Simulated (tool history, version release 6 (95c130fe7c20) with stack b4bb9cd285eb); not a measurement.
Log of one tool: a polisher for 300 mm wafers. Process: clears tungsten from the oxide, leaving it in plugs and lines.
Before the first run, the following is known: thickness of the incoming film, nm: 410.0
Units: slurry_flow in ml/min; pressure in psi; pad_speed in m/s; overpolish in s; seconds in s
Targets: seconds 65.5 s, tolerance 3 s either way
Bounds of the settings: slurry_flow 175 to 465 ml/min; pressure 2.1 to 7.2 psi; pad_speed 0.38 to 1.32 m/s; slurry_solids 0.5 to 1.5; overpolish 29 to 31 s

run	hour	slurry_flow	pressure	pad_speed	slurry_solids	overpolish	seconds
1	0	295	4.6	0.84	1	29	95.767
2	7.1	295	4.1	0.84	1	29	106.69
3	13.4	295	4.1	0.64	1	29	124.86
4	22.2	295	4.1	0.64	0.9	29	133.95
5	26	295	4.1	0.64	0.7	29	148.44
6	32	295	4.1	0.64	0.7	31	147.67
7	33	295	4.5	0.66	0.7	31	129.93
8	41.9	295	4.5	0.66	0.7	31	130.99
9	49.1	300	5.8	0.78	0.7	31	90.479
10	57.7	300	6	0.78	0.7	31	86.699
11	59.1	300	6.1	0.78	0.7	31	86.269
12	67.9	300	7.2	0.84	0.7	31	70.284

Pick the move, out of 4, that brings all results within their allowed miss; only one does.
A	76.7	385	6.1	0.98	0.65	31	?
B	76.7	325	7.2	0.98	0.6	31	?
C	76.7	345	7.2	0.78	0.7	31	?
D	76.7	380	7.2	1.02	0.75	29	?

move	seconds
A	73.504
B	65.529
C	72.48
D	57.021
A: lands further from the targets than the last run did
B: every result within its allowed miss
C: lands further from the targets than the last run did
D: carries the result that was furthest off beyond its target, to the other side
B is the move that brings every result within its allowed miss.

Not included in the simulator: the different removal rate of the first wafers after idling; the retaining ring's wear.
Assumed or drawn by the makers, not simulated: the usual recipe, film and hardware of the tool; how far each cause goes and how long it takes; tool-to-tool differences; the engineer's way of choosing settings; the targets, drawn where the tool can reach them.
